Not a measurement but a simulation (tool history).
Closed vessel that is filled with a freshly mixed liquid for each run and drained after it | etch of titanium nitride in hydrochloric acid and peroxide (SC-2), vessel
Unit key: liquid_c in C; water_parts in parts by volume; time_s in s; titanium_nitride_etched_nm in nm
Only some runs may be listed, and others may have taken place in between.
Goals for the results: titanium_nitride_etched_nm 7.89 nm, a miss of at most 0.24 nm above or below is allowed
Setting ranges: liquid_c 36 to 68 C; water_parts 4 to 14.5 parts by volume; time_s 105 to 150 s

| run | hour | liquid_c | water_parts | time_s | titanium_nitride_etched_nm |
|---|---|---|---|---|---|
| 1 | 0 | 52 | 8 | 150 | 4.4212 |
| 2 | 6.6 | 55 | 8 | 150 | 5.3131 |
| 3 | 8.4 | 55 | 8 | 105 | 3.7661 |
| 4 | 16.3 | 59.5 | 7.5 | 105 | 5.2664 |
| 5 | 21 | 62.5 | 7.5 | 105 | 6.3853 |
| 6 | 23.5 | 64 | 7.5 | 105 | 7.0184 |
| 7 | 32.3 | 64.5 | 7.5 | 105 | 7.2372 |
| 8 | 40.1 | 65 | 7.5 | 105 | 7.3707 |
| 9 | 45.8 | 65 | 7.5 | 105 | 7.3866 |
| 10 | 47.8 | 65.5 | 7.5 | 105 | 7.5749 |

Which single option among these 5 for the next run brings every result within its allowed miss of target? Just one does.
| A | 49.8 | 67.5 | 9.5 | 110 | ? |
| B | 49.8 | 65 | 9.5 | 135 | ? |
| C | 49.8 | 64 | 8.5 | 120 | ? |
| D | 49.8 | 62.5 | 5.5 | 110 | ? |
| E | 49.8 | 65 | 10 | 130 | ? |

| move | titanium_nitride_etched_nm |
|---|---|
| A | 7.3461 |
| B | 7.7513 |
| C | 7.0991 |
| D | 8.3074 |
| E | 7.1532 |
A: further off than the last run
B: every result lands within tolerance
C: further off than the last run
D: pushes the last run's worst result past its target
E: further off than the last run
Go with B: it meets all targets.
